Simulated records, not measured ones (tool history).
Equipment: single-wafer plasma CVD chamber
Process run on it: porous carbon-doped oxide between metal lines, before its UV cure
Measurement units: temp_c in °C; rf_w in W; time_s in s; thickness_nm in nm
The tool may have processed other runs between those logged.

Run 1, hour 0: temp_c 305 °C, rf_w 535 W, time_s 26.2 s. Result: thickness_nm 156.31 nm.
Run 2, hour 3.4: temp_c 298 °C, rf_w 535 W, time_s 26.2 s. Result: thickness_nm 161.03 nm.
Run 3, hour 10.4: temp_c 302 °C, rf_w 525 W, time_s 26.2 s. Result: thickness_nm 156.92 nm.
Run 4, hour 13.5: temp_c 302 °C, rf_w 555 W, time_s 26.2 s. Result: thickness_nm 160.39 nm.
Run 5, hour 16.3: temp_c 297 °C, rf_w 555 W, time_s 26.2 s. Result: thickness_nm 164.47 nm.
Run 6, hour 21: temp_c 301 °C, rf_w 540 W, time_s 26.2 s. Result: thickness_nm 159.55 nm.
Run 7, hour 24.8: temp_c 305 °C, rf_w 530 W, time_s 26.2 s. Result: thickness_nm 155.6 nm.
Run 8, hour 32.5: temp_c 308 °C, rf_w 520 W, time_s 26.2 s. Result: thickness_nm 151.86 nm.
Run 9, hour 33.1: temp_c 311 °C, rf_w 510 W, time_s 26.2 s. Result: thickness_nm 149.48 nm.
Run 10, hour 37: temp_c 313 °C, rf_w 500 W, time_s 26.2 s. Result: thickness_nm 146.37 nm.
Run 11, hour 45.1: temp_c 315 °C, rf_w 495 W, time_s 26.2 s. Result: thickness_nm 144.57 nm.

Predict the results of run 12:
Run 12, hour 47.1: temp_c 317 °C, rf_w 490 W, time_s 26.2 s. Result: thickness_nm ?.

Run 12 came out at thickness_nm 142.47 nm.
